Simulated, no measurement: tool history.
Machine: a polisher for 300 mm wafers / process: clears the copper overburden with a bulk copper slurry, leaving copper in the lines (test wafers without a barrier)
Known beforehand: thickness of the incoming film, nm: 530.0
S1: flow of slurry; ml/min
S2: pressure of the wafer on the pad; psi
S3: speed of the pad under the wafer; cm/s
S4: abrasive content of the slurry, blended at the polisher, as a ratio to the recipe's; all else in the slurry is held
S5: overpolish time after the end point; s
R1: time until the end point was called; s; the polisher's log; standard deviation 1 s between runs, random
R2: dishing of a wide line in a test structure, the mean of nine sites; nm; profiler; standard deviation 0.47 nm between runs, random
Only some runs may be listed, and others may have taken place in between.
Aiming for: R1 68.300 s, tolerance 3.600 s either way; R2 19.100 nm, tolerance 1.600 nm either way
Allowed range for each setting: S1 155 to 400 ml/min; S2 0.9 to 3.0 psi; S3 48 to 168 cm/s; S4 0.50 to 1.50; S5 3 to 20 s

run  hour   S1   S2   S3    S4  S5      R1      R2
  1   0.0  255  1.9  108  1.00  10  69.858  49.666
  2   2.7  255  1.9   86  1.00  10  87.774  42.332
  3   7.2  250  1.8   96  1.00   9  82.211  39.870
  4  12.5  250  1.8   96  0.90   9  84.827  40.112
  5  17.6  235  1.6  104  1.00   8  87.149  36.962
  6  26.3  265  1.7  100  1.10   7  82.583  32.738
  7  28.8  265  1.7  100  1.10   7  82.893  33.951
  8  29.5  275  1.1  130  1.15   3  96.910  13.740
  9  30.9  275  1.2  132  1.15   3  85.311  15.448
 10  34.6  275  1.4  134  1.15   3  76.087  17.074

Which of these 5 next moves meets every target?
  A  38.3  270  1.1  146  1.15   4   ?   ?
  B  38.3  300  1.0  146  1.25   4   ?   ?
  C  38.3  335  1.2  160  1.50   3   ?   ?
  D  38.3  305  1.2  130  1.15   4   ?   ?
  E  38.3  265  1.4  112  1.40   4   ?   ?

move      R1      R2
   A  86.609  19.713
   B  92.084  18.590
   C  67.685  19.084
   D  88.297  19.458
   E  86.005  20.053
A: lands further from the targets than the last run did
B: lands further from the targets than the last run did
C: hits every target within its allowed miss
D: lands further from the targets than the last run did
E: lands further from the targets than the last run did
The right move is C.
